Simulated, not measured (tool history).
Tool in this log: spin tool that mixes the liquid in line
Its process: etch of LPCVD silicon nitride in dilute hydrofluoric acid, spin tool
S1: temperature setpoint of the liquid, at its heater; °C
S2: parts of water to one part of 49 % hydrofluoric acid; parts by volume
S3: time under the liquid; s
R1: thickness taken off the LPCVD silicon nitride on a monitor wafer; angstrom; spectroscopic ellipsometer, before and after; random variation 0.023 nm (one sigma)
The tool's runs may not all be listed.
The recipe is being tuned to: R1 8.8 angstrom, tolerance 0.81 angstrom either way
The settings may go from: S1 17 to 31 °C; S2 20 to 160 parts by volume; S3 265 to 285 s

Run 1, hour 0: S1 23 °C, S2 90 parts by volume, S3 265 s. Result: R1 14.244 angstrom.
Run 2, hour 5.9: S1 22 °C, S2 95 parts by volume, S3 265 s. Result: R1 12.839 angstrom.
Run 3, hour 13.8: S1 22 °C, S2 70 parts by volume, S3 265 s. Result: R1 18.112 angstrom.
Run 4, hour 22.3: S1 21.5 °C, S2 75 parts by volume, S3 265 s. Result: R1 16.539 angstrom.
Run 5, hour 26.8: S1 21.5 °C, S2 55 parts by volume, S3 265 s. Result: R1 22.08 angstrom.
Run 6, hour 30.1: S1 21.5 °C, S2 55 parts by volume, S3 265 s. Result: R1 22.416 angstrom.
Run 7, hour 34.2: S1 21 °C, S2 65 parts by volume, S3 265 s. Result: R1 18.111 angstrom.
Run 8, hour 42.7: S1 20.5 °C, S2 70 parts by volume, S3 265 s. Result: R1 15.743 angstrom.
Run 9, hour 49.9: S1 20 °C, S2 75 parts by volume, S3 265 s. Result: R1 15.046 angstrom.
Run 10, hour 58: S1 19.5 °C, S2 80 parts by volume, S3 265 s. Result: R1 13.075 angstrom.
Run 11, hour 63.8: S1 19 °C, S2 85 parts by volume, S3 265 s. Result: R1 12.364 angstrom.
Run 12, hour 64.6: S1 18.5 °C, S2 90 parts by volume, S3 265 s. Result: R1 11.24 angstrom.
Run 13, hour 65.5: S1 18 °C, S2 100 parts by volume, S3 265 s. Result: R1 9.6551 angstrom.

Pick the move, out of 4, that brings all results within their allowed miss; only one does.
Run A, hour 66.4: S1 22 °C, S2 145 parts by volume, S3 275 s. Result: R1 ?.
Run B, hour 66.4: S1 17 °C, S2 125 parts by volume, S3 265 s. Result: R1 ?.
Run C, hour 66.4: S1 19.5 °C, S2 100 parts by volume, S3 270 s. Result: R1 ?.
Run D, hour 66.4: S1 17 °C, S2 140 parts by volume, S3 265 s. Result: R1 ?.

move      R1
   A  9.3098
   B  7.3975
   C  11.115
   D   6.631
A: hits every target within its allowed miss
B: takes the biggest miss from the last run beyond its target
C: further off than the last run
D: takes the biggest miss from the last run beyond its target
Go with A: it meets all targets.

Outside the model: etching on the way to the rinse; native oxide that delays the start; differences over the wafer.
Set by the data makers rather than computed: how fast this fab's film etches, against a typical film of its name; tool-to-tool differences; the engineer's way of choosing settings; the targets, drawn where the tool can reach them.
